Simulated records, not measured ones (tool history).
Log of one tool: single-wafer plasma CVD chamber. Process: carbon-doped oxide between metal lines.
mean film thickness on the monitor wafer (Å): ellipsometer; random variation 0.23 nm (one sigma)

run  hour  heater temperature setpoint (K)  chamber pressure (Torr)  RF power (W)  deposition time (s)  mean film thickness on the monitor wafer (Å)
  1     0                           623.15                      5.7           490                 15.1                                        704.13
  2   0.8                           627.15                     5.31           445                 15.1                                        648.77
  3   9.6                           627.15                     5.31           445                 15.6                                        666.59
  4  15.8                           627.15                     4.48           445                 15.6                                        659.12
  5  22.9                           630.15                     4.24           415                 15.6                                        614.81
  6    25                           630.15                     4.24           415                 15.6                                        606.23
  7    26                           634.15                     4.01           410                 15.6                                        597.33
  8  30.5                           636.15                     3.76           350                 15.5                                        513.59

Run 9 comes next. What will it give?
  9  31.1                           632.15                     3.98           355                 15.5                                             ?

mean film thickness on the monitor wafer (Å): 525.75
